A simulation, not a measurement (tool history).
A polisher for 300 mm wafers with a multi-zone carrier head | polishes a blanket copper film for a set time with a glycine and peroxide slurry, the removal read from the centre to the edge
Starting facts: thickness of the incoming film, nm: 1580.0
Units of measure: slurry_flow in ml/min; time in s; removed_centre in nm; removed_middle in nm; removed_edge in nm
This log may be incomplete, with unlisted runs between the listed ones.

run  hour  slurry_flow  centre_zone  middle_zone  edge_zone  time  removed_centre  removed_middle  removed_edge
  1   0.0          195         1.00         1.00       1.00    60          255.56          251.13        250.59
  2   0.9          190         1.00         0.97       0.97    55          235.45          226.75        231.29
  3   6.0          190         1.01         0.95       0.96    50          213.30          197.50        212.12
  4   9.7          190         1.02         0.95       0.94    46          201.43          179.27        193.89
  5  18.1          185         1.02         0.95       0.92    44          191.12          172.64        179.88
  6  25.3          175         1.01         0.93       0.90    43          183.45          163.52        173.10
  7  29.5          165         1.00         0.91       0.88    43          177.73          159.61        167.07
  8  38.2          160         1.00         0.89       0.87    43          178.67          155.10        167.68
  9  46.3          155         0.99         0.88       0.86    43          171.73          151.19        166.59
 10  48.0          150         0.99         0.88       0.85    43          172.45          152.23        165.31
 11  52.8          145         0.99         0.88       0.84    43          171.26          153.51        161.73
 12  55.8          140         0.99         0.87       0.83    43          169.18          149.38        164.97

Run 13 comes next. What will it give?
 13  59.8          145         0.99         0.87       0.83    42               ?               ?             ?

Run 13 gave removed_centre 167.03 nm, removed_middle 149.35 nm, removed_edge 157.21 nm.
